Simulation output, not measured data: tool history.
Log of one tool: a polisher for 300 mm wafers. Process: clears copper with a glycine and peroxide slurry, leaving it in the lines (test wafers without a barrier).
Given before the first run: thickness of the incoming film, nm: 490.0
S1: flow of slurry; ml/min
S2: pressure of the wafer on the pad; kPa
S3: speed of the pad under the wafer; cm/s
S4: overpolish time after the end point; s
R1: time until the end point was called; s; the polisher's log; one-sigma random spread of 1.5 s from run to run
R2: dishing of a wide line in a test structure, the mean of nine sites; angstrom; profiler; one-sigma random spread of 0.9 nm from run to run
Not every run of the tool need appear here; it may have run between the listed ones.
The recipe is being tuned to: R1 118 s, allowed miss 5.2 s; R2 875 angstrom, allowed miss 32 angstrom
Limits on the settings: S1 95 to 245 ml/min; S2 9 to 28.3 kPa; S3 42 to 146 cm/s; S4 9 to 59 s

run,hour,S1,S2,S3,S4,R1,R2
1,0,155,18.6,94,30,80.514,927.72
2,1.7,150,17.2,92,32,88.936,910.69
3,8.4,150,17.2,114,32,74.178,1002.6
4,13,180,17.2,114,32,71.958,1006.9
5,14.6,180,17.2,122,32,67.616,1046.5
6,18.3,180,15.9,122,32,71.577,1007.7
7,26.4,175,14.5,118,34,81.493,971.33
8,29.2,170,13.1,116,35,87.418,905.31
9,34,165,12.4,114,37,94.317,906.22
10,37.7,160,11.7,114,38,96.529,894.43
11,41.8,145,9,102,46,129.8,841.67
12,50.3,150,9,102,46,126.51,848.81
13,53.1,155,9,102,46,125.42,828.38
14,57.5,165,10.3,102,47,117.99,931.21
15,64.2,165,10.3,102,46,114.17,909.45

Exactly one of the 4 candidate moves below puts every result within its allowed miss. Which one?
A,70.9,145,11,110,47,?,?
B,70.9,200,9,108,47,?,?
C,70.9,95,14.5,86,47,?,?
D,70.9,145,10.3,110,50,?,?

move,R1,R2
A,103.12,964.11
B,113.79,890.61
C,113.61,964.7
D,107.7,963.99
A: misses by more than the last run did
B: hits every target within its allowed miss
C: misses by more than the last run did
D: misses by more than the last run did
Correct choice: B, which meets every target
